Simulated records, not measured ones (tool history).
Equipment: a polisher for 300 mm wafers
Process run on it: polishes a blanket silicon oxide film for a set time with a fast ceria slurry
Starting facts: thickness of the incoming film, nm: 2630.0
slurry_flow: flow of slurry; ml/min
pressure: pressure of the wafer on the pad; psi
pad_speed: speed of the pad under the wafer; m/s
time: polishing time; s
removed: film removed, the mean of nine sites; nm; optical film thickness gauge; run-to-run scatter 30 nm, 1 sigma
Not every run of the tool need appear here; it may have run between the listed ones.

run	hour	slurry_flow	pressure	pad_speed	time	removed
1	0.0	275	3.4	1.30	48	1187.9
2	2.2	245	3.4	1.30	48	1195.3
3	7.6	245	3.4	1.30	48	1172.1
4	15.7	245	3.8	1.34	48	1367.5
5	24.6	245	4.1	1.38	48	1516.5
6	32.9	275	4.1	1.38	48	1541.5
7	41.9	275	4.3	1.42	48	1686.6

Run 8 has not been measured yet. What should we expect?
8	47.9	275	4.5	1.44	48	?

Logged for run 8: removed 1717.2 nm.

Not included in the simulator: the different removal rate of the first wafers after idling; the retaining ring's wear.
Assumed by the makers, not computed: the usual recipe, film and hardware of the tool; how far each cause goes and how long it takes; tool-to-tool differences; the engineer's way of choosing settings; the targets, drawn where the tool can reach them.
